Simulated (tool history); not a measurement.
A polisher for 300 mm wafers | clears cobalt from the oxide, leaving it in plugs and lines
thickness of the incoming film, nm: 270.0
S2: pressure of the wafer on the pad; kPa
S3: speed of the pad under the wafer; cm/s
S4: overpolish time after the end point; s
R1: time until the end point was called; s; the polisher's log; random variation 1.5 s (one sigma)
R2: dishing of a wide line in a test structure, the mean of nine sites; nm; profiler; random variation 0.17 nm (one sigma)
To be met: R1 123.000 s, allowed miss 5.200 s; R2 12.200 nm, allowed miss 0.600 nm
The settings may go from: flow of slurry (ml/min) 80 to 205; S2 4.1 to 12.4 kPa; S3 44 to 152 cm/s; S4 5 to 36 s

{"run": 1, "hour": 0.0, "flow of slurry (ml/min)": 135, "S2": 8.3, "S3": 98, "S4": 18, "R1": 98.669, "R2": 35.271}
{"run": 2, "hour": 3.8, "flow of slurry (ml/min)": 135, "S2": 8.3, "S3": 118, "S4": 18, "R1": 85.493, "R2": 40.198}
{"run": 3, "hour": 8.2, "flow of slurry (ml/min)": 145, "S2": 8.3, "S3": 92, "S4": 14, "R1": 104.67, "R2": 27.772}
{"run": 4, "hour": 13.5, "flow of slurry (ml/min)": 175, "S2": 8.3, "S3": 92, "S4": 14, "R1": 103.13, "R2": 28.525}
{"run": 5, "hour": 21.0, "flow of slurry (ml/min)": 155, "S2": 8.3, "S3": 92, "S4": 14, "R1": 105.8, "R2": 28.586}
{"run": 6, "hour": 22.0, "flow of slurry (ml/min)": 155, "S2": 9.0, "S3": 76, "S4": 11, "R1": 118.35, "R2": 21.7}
{"run": 7, "hour": 24.3, "flow of slurry (ml/min)": 130, "S2": 10.3, "S3": 66, "S4": 9, "R1": 119.35, "R2": 18.005}
{"run": 8, "hour": 29.5, "flow of slurry (ml/min)": 130, "S2": 10.3, "S3": 66, "S4": 9, "R1": 121.98, "R2": 17.902}
{"run": 9, "hour": 35.5, "flow of slurry (ml/min)": 115, "S2": 11.0, "S3": 62, "S4": 8, "R1": 123.75, "R2": 15.637}
{"run": 10, "hour": 36.9, "flow of slurry (ml/min)": 115, "S2": 11.0, "S3": 62, "S4": 8, "R1": 121.81, "R2": 15.642}

5 next moves are on the table. One of them brings every result within its allowed miss. Which?
{"run": "A", "hour": 38.3, "flow of slurry (ml/min)": 115, "S2": 11.0, "S3": 64, "S4": 9, "R1": "?", "R2": "?"}
{"run": "B", "hour": 38.3, "flow of slurry (ml/min)": 100, "S2": 11.0, "S3": 68, "S4": 5, "R1": "?", "R2": "?"}
{"run": "C", "hour": 38.3, "flow of slurry (ml/min)": 120, "S2": 9.7, "S3": 70, "S4": 6, "R1": "?", "R2": "?"}
{"run": "D", "hour": 38.3, "flow of slurry (ml/min)": 110, "S2": 10.3, "S3": 68, "S4": 11, "R1": "?", "R2": "?"}
{"run": "E", "hour": 38.3, "flow of slurry (ml/min)": 140, "S2": 10.3, "S3": 64, "S4": 12, "R1": "?", "R2": "?"}

move=A R1=120.450 R2=17.730
move=B R1=118.080 R2=10.688
move=C R1=124.350 R2=12.043
move=D R1=122.330 R2=20.736
move=E R1=122.590 R2=22.248
A: further off than the last run
B: takes the result that was furthest off past its target
C: meets every target
D: further off than the last run
E: further off than the last run
Move C is the one to make.

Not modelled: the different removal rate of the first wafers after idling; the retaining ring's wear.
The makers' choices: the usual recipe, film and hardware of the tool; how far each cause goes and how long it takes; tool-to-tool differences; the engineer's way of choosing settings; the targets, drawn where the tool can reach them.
